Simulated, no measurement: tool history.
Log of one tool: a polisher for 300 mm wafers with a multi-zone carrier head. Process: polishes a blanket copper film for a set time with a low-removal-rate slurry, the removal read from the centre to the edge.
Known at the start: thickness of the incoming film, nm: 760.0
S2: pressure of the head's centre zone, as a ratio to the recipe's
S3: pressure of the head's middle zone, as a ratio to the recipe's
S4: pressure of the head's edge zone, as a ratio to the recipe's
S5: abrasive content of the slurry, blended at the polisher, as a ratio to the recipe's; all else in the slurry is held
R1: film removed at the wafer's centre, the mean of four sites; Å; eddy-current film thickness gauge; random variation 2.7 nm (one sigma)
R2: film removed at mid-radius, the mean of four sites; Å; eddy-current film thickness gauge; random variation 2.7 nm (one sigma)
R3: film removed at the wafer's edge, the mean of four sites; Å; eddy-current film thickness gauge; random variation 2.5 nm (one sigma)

Run 1, hour 0: flow of slurry (ml/min) 205, S2 1, S3 1, S4 1, S5 1, polishing time (s) 68. Result: R1 2818.1 Å, R2 2828.4 Å, R3 2775.4 Å.
Run 2, hour 8: flow of slurry (ml/min) 215, S2 1, S3 1.03, S4 1.02, S5 1.1, polishing time (s) 69. Result: R1 2961.9 Å, R2 3058.9 Å, R3 2881.5 Å.
Run 3, hour 16.6: flow of slurry (ml/min) 215, S2 0.99, S3 1.04, S4 1.04, S5 1.15, polishing time (s) 71. Result: R1 3042.6 Å, R2 3190.7 Å, R3 3049.1 Å.
Run 4, hour 20.5: flow of slurry (ml/min) 170, S2 0.99, S3 1.04, S4 1.04, S5 1.15, polishing time (s) 71. Result: R1 2898.8 Å, R2 3088 Å, R3 2977.6 Å.
Run 5, hour 24.2: flow of slurry (ml/min) 180, S2 0.99, S3 1.06, S4 1.06, S5 1.2, polishing time (s) 72. Result: R1 2984.5 Å, R2 3247.9 Å, R3 3146.1 Å.
Run 6, hour 25.6: flow of slurry (ml/min) 195, S2 1, S3 1.08, S4 1.07, S5 1.25, polishing time (s) 72. Result: R1 3131.4 Å, R2 3403.7 Å, R3 3172.8 Å.

The next listed run, before its measurement:
Run 7, hour 30.7: flow of slurry (ml/min) 205, S2 1, S3 1.1, S4 1.09, S5 1.3, polishing time (s) 73. Result: R1 ?, R2 ?, R3 ?.

R1: 3228.8 Å
R2: 3550.2 Å
R3: 3351.4 Å

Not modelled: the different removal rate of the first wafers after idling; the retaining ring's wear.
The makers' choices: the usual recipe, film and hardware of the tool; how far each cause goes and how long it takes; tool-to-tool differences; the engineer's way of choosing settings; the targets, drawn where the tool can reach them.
